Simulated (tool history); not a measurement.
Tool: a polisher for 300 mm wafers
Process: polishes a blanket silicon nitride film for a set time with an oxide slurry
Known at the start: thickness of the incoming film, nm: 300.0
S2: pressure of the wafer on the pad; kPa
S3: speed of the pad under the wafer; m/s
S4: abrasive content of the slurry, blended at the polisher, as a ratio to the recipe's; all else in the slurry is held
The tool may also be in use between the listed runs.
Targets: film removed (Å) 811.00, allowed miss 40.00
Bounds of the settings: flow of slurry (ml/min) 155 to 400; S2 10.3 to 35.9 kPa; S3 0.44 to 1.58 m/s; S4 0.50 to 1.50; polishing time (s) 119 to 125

run 1 day=0.000 | flow_of_slurry_(ml/min)=255 S2=22.8 S3=1.00 S4=1.00 polishing_time_(s)=119 | film_removed_(Å)=564.78
run 2 day=0.196 | flow_of_slurry_(ml/min)=255 S2=24.1 S3=1.00 S4=1.00 polishing_time_(s)=119 | film_removed_(Å)=606.06
run 3 day=0.488 | flow_of_slurry_(ml/min)=255 S2=25.5 S3=1.00 S4=1.00 polishing_time_(s)=119 | film_removed_(Å)=623.98
run 4 day=0.642 | flow_of_slurry_(ml/min)=255 S2=26.9 S3=1.00 S4=1.00 polishing_time_(s)=119 | film_removed_(Å)=642.74
-- day=0.758 head pressure recalibrated
run 5 day=0.758 | flow_of_slurry_(ml/min)=205 S2=26.9 S3=1.00 S4=1.00 polishing_time_(s)=119 | film_removed_(Å)=696.63
run 6 day=1.075 | flow_of_slurry_(ml/min)=205 S2=26.9 S3=1.00 S4=0.85 polishing_time_(s)=119 | film_removed_(Å)=647.83
run 7 day=1.450 | flow_of_slurry_(ml/min)=205 S2=28.3 S3=1.00 S4=0.85 polishing_time_(s)=119 | film_removed_(Å)=688.58
run 8 day=1.612 | flow_of_slurry_(ml/min)=205 S2=29.0 S3=1.00 S4=0.85 polishing_time_(s)=119 | film_removed_(Å)=684.33
run 9 day=1.825 | flow_of_slurry_(ml/min)=205 S2=29.6 S3=1.00 S4=0.85 polishing_time_(s)=119 | film_removed_(Å)=698.35

5 next moves are on the table. One of them brings every result within its allowed miss. Which?
run A day=2.038 | flow_of_slurry_(ml/min)=240 S2=21.4 S3=1.04 S4=0.95 polishing_time_(s)=119 | film_removed_(Å)=?
run B day=2.038 | flow_of_slurry_(ml/min)=175 S2=31.0 S3=1.18 S4=0.85 polishing_time_(s)=125 | film_removed_(Å)=?
run C day=2.038 | flow_of_slurry_(ml/min)=260 S2=31.7 S3=0.98 S4=0.85 polishing_time_(s)=125 | film_removed_(Å)=?
run D day=2.038 | flow_of_slurry_(ml/min)=275 S2=28.3 S3=0.86 S4=0.70 polishing_time_(s)=119 | film_removed_(Å)=?
run E day=2.038 | flow_of_slurry_(ml/min)=205 S2=26.9 S3=0.92 S4=0.85 polishing_time_(s)=124 | film_removed_(Å)=?

move=A film_removed_(Å)=566.36
move=B film_removed_(Å)=871.90
move=C film_removed_(Å)=791.90
move=D film_removed_(Å)=546.95
move=E film_removed_(Å)=624.26
A: further off than the last run
B: takes the result that was furthest off past its target
C: meets every target
D: further off than the last run
E: further off than the last run
Answer: C
